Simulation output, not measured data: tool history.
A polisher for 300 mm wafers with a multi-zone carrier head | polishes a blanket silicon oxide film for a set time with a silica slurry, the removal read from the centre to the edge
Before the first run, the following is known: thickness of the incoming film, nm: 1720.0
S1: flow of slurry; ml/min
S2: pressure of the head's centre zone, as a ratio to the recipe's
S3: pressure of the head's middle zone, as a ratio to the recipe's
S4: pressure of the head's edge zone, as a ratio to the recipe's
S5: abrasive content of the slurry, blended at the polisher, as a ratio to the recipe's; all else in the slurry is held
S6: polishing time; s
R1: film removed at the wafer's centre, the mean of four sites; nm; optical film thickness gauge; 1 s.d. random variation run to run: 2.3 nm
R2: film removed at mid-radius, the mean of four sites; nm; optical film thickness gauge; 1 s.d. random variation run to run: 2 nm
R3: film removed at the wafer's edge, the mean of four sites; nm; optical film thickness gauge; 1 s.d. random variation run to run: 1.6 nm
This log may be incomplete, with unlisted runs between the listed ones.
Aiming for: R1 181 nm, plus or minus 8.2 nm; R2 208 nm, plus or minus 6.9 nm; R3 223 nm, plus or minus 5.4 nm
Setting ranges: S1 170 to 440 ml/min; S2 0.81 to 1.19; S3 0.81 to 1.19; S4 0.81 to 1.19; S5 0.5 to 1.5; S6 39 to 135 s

Run 1, hour 0: S1 280 ml/min, S2 1, S3 1, S4 1, S5 1, S6 87 s. Result: R1 217 nm, R2 231.44 nm, R3 225.36 nm.
Run 2, hour 2.3: S1 280 ml/min, S2 1, S3 1, S4 1, S5 0.9, S6 87 s. Result: R1 209.13 nm, R2 226.24 nm, R3 216.21 nm.
Run 3, hour 6.2: S1 345 ml/min, S2 1, S3 1, S4 1, S5 0.9, S6 87 s. Result: R1 215.4 nm, R2 226.5 nm, R3 219.61 nm.
Run 4, hour 12.8: S1 345 ml/min, S2 1, S3 1, S4 1, S5 0.7, S6 87 s. Result: R1 195.68 nm, R2 202.45 nm, R3 198.62 nm.
Run 5, hour 17.3: S1 345 ml/min, S2 1, S3 1, S4 1, S5 0.7, S6 96 s. Result: R1 210.54 nm, R2 225.4 nm, R3 218.05 nm.
Run 6, hour 21.5: S1 340 ml/min, S2 0.98, S3 0.98, S4 1.01, S5 0.7, S6 96 s. Result: R1 211.52 nm, R2 220.41 nm, R3 219.8 nm.
Run 7, hour 24.9: S1 330 ml/min, S2 0.95, S3 0.97, S4 1.02, S5 0.7, S6 96 s. Result: R1 207.79 nm, R2 219.01 nm, R3 219.59 nm.
Run 8, hour 26.8: S1 315 ml/min, S2 0.92, S3 0.97, S4 1.05, S5 0.7, S6 96 s. Result: R1 195.14 nm, R2 217.11 nm, R3 221.93 nm.
Run 9, hour 32.3: S1 310 ml/min, S2 0.91, S3 0.96, S4 1.06, S5 0.7, S6 96 s. Result: R1 191.76 nm, R2 218.37 nm, R3 222.07 nm.
Run 10, hour 35.5: S1 305 ml/min, S2 0.9, S3 0.95, S4 1.07, S5 0.7, S6 96 s. Result: R1 186.52 nm, R2 216.67 nm, R3 219.05 nm.
Run 11, hour 40.1: S1 305 ml/min, S2 0.9, S3 0.93, S4 1.08, S5 0.7, S6 96 s. Result: R1 190.73 nm, R2 213.07 nm, R3 224.33 nm.

5 next moves are on the table. One of them brings every result within its allowed miss. Which?
Run A, hour 44.7: S1 320 ml/min, S2 1, S3 0.88, S4 1.13, S5 0.8, S6 87 s. Result: R1 ?, R2 ?, R3 ?.
Run B, hour 44.7: S1 280 ml/min, S2 0.88, S3 0.83, S4 1.13, S5 0.65, S6 103 s. Result: R1 ?, R2 ?, R3 ?.
Run C, hour 44.7: S1 335 ml/min, S2 0.86, S3 0.9, S4 1.08, S5 0.9, S6 85 s. Result: R1 ?, R2 ?, R3 ?.
Run D, hour 44.7: S1 255 ml/min, S2 1, S3 0.97, S4 1.15, S5 0.75, S6 93 s. Result: R1 ?, R2 ?, R3 ?.
Run E, hour 44.7: S1 285 ml/min, S2 0.99, S3 0.93, S4 1.06, S5 0.75, S6 93 s. Result: R1 ?, R2 ?, R3 ?.

move      R1      R2      R3
   A  206.79  196.21  220.07
   B  193.13  202.28  235.09
   C  183.36  205.18  221.64
   D  209.02  210.13  226.14
   E  209.95  207.88  219.29
A: misses by more than the last run did
B: misses by more than the last run did
C: every result lands within tolerance
D: misses by more than the last run did
E: misses by more than the last run did
Go with C: it meets all targets.

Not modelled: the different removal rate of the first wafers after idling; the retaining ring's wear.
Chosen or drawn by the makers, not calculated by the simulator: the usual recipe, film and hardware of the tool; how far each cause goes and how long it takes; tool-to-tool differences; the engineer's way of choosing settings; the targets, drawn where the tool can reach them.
